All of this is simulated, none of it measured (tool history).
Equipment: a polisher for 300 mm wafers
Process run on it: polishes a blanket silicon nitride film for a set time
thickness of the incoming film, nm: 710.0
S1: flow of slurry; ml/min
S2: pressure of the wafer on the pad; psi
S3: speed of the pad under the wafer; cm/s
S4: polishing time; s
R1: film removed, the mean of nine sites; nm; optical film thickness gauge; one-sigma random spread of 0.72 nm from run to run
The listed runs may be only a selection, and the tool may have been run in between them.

run,hour,S1,S2,S3,S4,R1
1,0.0,310,2.5,106,38,41.126
2,5.3,370,2.5,106,38,42.205
3,13.4,370,2.5,128,38,50.151
4,21.9,370,1.9,128,38,37.987
5,22.6,370,2.0,128,38,39.492
6,30.6,370,2.1,128,38,41.263
7,34.7,370,2.2,128,38,43.759
8,41.0,370,2.3,128,38,44.423

Forecast run 9:
9,41.7,370,2.4,128,38,?

{"run 9": {"R1": 47.504}}

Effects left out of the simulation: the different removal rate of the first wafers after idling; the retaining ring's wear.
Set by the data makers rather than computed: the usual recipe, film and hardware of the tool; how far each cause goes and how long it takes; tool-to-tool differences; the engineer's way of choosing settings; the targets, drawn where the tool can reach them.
